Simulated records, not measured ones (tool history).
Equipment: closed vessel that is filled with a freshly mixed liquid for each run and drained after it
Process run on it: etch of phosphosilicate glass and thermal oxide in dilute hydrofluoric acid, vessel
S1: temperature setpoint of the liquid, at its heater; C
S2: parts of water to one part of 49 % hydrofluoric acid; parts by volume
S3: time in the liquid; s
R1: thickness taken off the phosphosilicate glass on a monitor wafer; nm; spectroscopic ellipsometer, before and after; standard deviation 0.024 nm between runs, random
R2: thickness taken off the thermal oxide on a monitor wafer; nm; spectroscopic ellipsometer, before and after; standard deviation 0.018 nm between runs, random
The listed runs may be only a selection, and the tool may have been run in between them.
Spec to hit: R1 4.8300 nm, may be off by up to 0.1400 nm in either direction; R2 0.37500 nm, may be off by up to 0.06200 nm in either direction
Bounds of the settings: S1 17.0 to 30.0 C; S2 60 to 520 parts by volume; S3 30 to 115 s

run    day    S1   S2  S3       R1       R2
  1  0.000  22.0  290  60   9.4994  0.68458
  2  0.058  22.0  240  60  12.0070  0.94491
  3  0.329  24.5  240  60  13.2370  1.04100
  4  0.704  27.0  240  60  14.3970  1.17340
  5  1.083  24.5  295  60  10.1570  0.80782
  6  1.317  23.0  330  60   8.3195  0.67640
  7  1.367  21.5  355  60   7.1784  0.55343
  8  1.512  20.5  375  60   6.4342  0.49262
  9  1.654  20.0  390  60   6.0813  0.49124
 10  2.038  19.0  400  60   5.6159  0.42349

Which one of the following 4 next-run settings gets every result inside its allowed miss? There is exactly one.
  A  2.421  22.5  425  50   ?   ?
  B  2.421  17.0  325  45   ?   ?
  C  2.421  17.0  355  50   ?   ?
  D  2.421  17.0  300  40   ?   ?

move      R1       R2
   A  4.8497  0.40420
   B  5.1123  0.42608
   C  5.0755  0.42301
   D  5.0258  0.41887
A: all results land within tolerance of their targets
B: closes in on the targets versus the last run, not all within tolerance yet
C: closes in on the targets versus the last run, not all within tolerance yet
D: closes in on the targets versus the last run, not all within tolerance yet
A meets every target.
